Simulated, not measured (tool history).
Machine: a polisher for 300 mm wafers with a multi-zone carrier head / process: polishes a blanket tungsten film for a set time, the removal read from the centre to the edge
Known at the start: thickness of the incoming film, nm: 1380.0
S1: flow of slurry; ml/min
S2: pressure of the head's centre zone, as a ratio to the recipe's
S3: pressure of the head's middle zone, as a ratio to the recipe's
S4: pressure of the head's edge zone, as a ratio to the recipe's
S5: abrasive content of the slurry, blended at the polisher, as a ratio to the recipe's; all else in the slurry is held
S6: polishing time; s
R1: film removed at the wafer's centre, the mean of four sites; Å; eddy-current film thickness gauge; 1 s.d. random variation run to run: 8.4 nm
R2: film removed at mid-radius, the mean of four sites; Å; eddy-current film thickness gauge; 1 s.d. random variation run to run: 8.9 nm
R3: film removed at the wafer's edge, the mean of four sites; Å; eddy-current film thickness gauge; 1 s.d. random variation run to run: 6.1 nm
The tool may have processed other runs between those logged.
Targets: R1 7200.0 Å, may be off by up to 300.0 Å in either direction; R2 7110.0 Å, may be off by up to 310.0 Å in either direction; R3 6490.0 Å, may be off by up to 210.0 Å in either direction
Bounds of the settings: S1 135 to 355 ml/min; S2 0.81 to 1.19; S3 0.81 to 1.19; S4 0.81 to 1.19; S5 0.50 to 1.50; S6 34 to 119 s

{"run": 1, "hour": 0.0, "S1": 225, "S2": 1.0, "S3": 1.0, "S4": 1.0, "S5": 1.0, "S6": 76, "R1": 5032.2, "R2": 5022.9, "R3": 5189.0}
{"run": 2, "hour": 2.4, "S1": 225, "S2": 1.0, "S3": 1.0, "S4": 1.0, "S5": 1.0, "S6": 85, "R1": 5736.4, "R2": 5544.2, "R3": 5857.6}
{"run": 3, "hour": 7.0, "S1": 225, "S2": 1.0, "S3": 1.0, "S4": 1.0, "S5": 1.0, "S6": 68, "R1": 4605.6, "R2": 4463.7, "R3": 4613.9}
{"run": 4, "hour": 9.4, "S1": 250, "S2": 1.0, "S3": 1.0, "S4": 1.0, "S5": 1.0, "S6": 68, "R1": 4593.7, "R2": 4463.6, "R3": 4768.8}
{"run": 5, "hour": 13.0, "S1": 245, "S2": 1.01, "S3": 1.02, "S4": 1.0, "S5": 1.05, "S6": 70, "R1": 4779.3, "R2": 4766.7, "R3": 4867.3}
{"run": 6, "hour": 17.5, "S1": 245, "S2": 1.03, "S3": 1.03, "S4": 1.0, "S5": 1.1, "S6": 72, "R1": 5051.9, "R2": 5047.0, "R3": 5086.2}
{"run": 7, "hour": 19.2, "S1": 300, "S2": 1.13, "S3": 1.13, "S4": 1.05, "S5": 1.35, "S6": 80, "R1": 6653.9, "R2": 6261.4, "R3": 6036.9}
{"run": 8, "hour": 23.1, "S1": 300, "S2": 1.13, "S3": 1.14, "S4": 1.05, "S5": 1.35, "S6": 81, "R1": 6570.3, "R2": 6389.0, "R3": 6129.3}
{"run": 9, "hour": 25.1, "S1": 300, "S2": 1.13, "S3": 1.15, "S4": 1.05, "S5": 1.35, "S6": 81, "R1": 6576.9, "R2": 6390.3, "R3": 6127.6}

Exercise: of the 4 proposed moves below, exactly one satisfies all targets within the stated allowed misses. Which move is it?
{"run": "A", "hour": 27.1, "S1": 325, "S2": 0.96, "S3": 1.02, "S4": 1.19, "S5": 1.1, "S6": 88, "R1": "?", "R2": "?", "R3": "?"}
{"run": "B", "hour": 27.1, "S1": 285, "S2": 1.18, "S3": 0.97, "S4": 1.12, "S5": 1.25, "S6": 88, "R1": "?", "R2": "?", "R3": "?"}
{"run": "C", "hour": 27.1, "S1": 310, "S2": 1.06, "S3": 1.04, "S4": 1.16, "S5": 1.35, "S6": 74, "R1": "?", "R2": "?", "R3": "?"}
{"run": "D", "hour": 27.1, "S1": 285, "S2": 1.12, "S3": 1.17, "S4": 1.01, "S5": 1.25, "S6": 90, "R1": "?", "R2": "?", "R3": "?"}

move=A R1=6053.0 R2=6101.2 R3=6854.5
move=B R1=7558.7 R2=5934.1 R3=6767.6
move=C R1=5838.0 R2=5412.4 R3=5908.1
move=D R1=7345.2 R2=7123.8 R3=6556.7
A: lands further from the targets than the last run did
B: lands further from the targets than the last run did
C: lands further from the targets than the last run did
D: every result within its allowed miss
Go with D: it meets all targets.

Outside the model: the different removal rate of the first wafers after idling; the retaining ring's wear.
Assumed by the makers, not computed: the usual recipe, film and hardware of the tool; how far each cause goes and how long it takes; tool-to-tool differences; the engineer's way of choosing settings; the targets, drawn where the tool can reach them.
